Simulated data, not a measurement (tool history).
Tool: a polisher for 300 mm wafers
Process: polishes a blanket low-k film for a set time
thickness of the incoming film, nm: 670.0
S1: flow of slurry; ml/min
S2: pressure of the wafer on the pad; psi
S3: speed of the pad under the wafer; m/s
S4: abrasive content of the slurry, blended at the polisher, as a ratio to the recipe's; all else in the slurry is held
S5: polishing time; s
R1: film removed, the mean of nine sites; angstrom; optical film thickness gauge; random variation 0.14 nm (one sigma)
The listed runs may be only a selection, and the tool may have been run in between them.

| run | day | S1 | S2 | S3 | S4 | S5 | R1 |
|---|---|---|---|---|---|---|---|
| 1 | 0.000 | 270 | 1.6 | 0.94 | 1.00 | 52 | 150.83 |
| 2 | 0.242 | 270 | 1.5 | 0.94 | 1.00 | 52 | 145.64 |
| 3 | 0.421 | 270 | 1.4 | 0.94 | 1.00 | 52 | 140.74 |
| 4 | 0.571 | 270 | 1.4 | 0.94 | 1.15 | 52 | 149.36 |
| 5 | 0.642 | 270 | 1.3 | 0.94 | 1.15 | 52 | 143.88 |
| 6 | 0.850 | 270 | 1.3 | 0.94 | 1.15 | 52 | 145.72 |
| 7 | 1.162 | 270 | 1.2 | 0.94 | 1.15 | 52 | 136.87 |

Expected results for the next run?
| 8 | 1.450 | 270 | 1.1 | 0.94 | 1.15 | 52 | ? |

R1: 127.56 angstrom
